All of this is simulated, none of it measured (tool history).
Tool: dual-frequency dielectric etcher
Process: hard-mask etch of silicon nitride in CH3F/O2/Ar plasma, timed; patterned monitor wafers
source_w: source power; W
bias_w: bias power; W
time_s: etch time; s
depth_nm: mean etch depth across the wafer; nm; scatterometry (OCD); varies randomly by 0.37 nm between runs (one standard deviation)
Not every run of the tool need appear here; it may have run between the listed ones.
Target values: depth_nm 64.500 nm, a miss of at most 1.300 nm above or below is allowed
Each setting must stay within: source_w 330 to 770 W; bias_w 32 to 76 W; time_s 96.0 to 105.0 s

{"run": 1, "hour": 0.0, "source_w": 550, "bias_w": 54, "time_s": 105.0, "depth_nm": 70.112}
{"run": 2, "hour": 2.3, "source_w": 550, "bias_w": 54, "time_s": 105.0, "depth_nm": 69.868}
{"run": 3, "hour": 8.5, "source_w": 620, "bias_w": 54, "time_s": 105.0, "depth_nm": 72.909}
{"run": 4, "hour": 11.2, "source_w": 590, "bias_w": 53, "time_s": 105.0, "depth_nm": 71.359}
{"run": 5, "hour": 19.8, "source_w": 570, "bias_w": 52, "time_s": 105.0, "depth_nm": 70.388}
{"run": 6, "hour": 20.8, "source_w": 520, "bias_w": 52, "time_s": 105.0, "depth_nm": 68.608}
{"run": 7, "hour": 24.2, "source_w": 500, "bias_w": 51, "time_s": 105.0, "depth_nm": 66.809}
{"run": 8, "hour": 27.6, "source_w": 490, "bias_w": 51, "time_s": 105.0, "depth_nm": 67.28}
{"run": 9, "hour": 28.4, "source_w": 480, "bias_w": 51, "time_s": 105.0, "depth_nm": 66.962}
{"run": 10, "hour": 29.6, "source_w": 470, "bias_w": 51, "time_s": 105.0, "depth_nm": 66.048}

Which single option among these 4 for the next run brings every result within its allowed miss of target? Just one does.
{"run": "A", "hour": 30.8, "source_w": 720, "bias_w": 49, "time_s": 96.0, "depth_nm": "?"}
{"run": "B", "hour": 30.8, "source_w": 550, "bias_w": 43, "time_s": 105.0, "depth_nm": "?"}
{"run": "C", "hour": 30.8, "source_w": 520, "bias_w": 52, "time_s": 98.5, "depth_nm": "?"}
{"run": "D", "hour": 30.8, "source_w": 500, "bias_w": 56, "time_s": 103.0, "depth_nm": "?"}

move=A depth_nm=68.115
move=B depth_nm=66.440
move=C depth_nm=63.857
move=D depth_nm=67.137
A: misses by more than the last run did
B: misses by more than the last run did
C: hits every target within its allowed miss
D: misses by more than the last run did
The right move is C.
